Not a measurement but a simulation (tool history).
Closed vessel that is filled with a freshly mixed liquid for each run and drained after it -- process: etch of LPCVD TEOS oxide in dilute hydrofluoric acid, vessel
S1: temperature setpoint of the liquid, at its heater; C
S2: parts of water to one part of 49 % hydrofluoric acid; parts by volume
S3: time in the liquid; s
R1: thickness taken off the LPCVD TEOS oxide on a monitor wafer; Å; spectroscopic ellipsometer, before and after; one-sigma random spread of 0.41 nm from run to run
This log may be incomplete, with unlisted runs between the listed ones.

Run 1, hour 0.0: S1 26.0 C, S2 100 parts by volume, S3 35 s. Result: R1 181.50 Å.
Run 2, hour 1.1: S1 28.5 C, S2 80 parts by volume, S3 35 s. Result: R1 256.24 Å.
Run 3, hour 4.3: S1 31.5 C, S2 80 parts by volume, S3 35 s. Result: R1 288.90 Å.
Run 4, hour 11.3: S1 32.5 C, S2 65 parts by volume, S3 35 s. Result: R1 379.37 Å.
Run 5, hour 20.3: S1 33.0 C, S2 60 parts by volume, S3 35 s. Result: R1 412.74 Å.
Run 6, hour 23.6: S1 30.5 C, S2 60 parts by volume, S3 35 s. Result: R1 379.08 Å.
Run 7, hour 27.2: S1 31.5 C, S2 55 parts by volume, S3 35 s. Result: R1 438.54 Å.

The next listed run, before its measurement:
Run 8, hour 33.4: S1 31.5 C, S2 55 parts by volume, S3 35 s. Result: R1 ?.

{"run 8": {"R1": 435.65}}

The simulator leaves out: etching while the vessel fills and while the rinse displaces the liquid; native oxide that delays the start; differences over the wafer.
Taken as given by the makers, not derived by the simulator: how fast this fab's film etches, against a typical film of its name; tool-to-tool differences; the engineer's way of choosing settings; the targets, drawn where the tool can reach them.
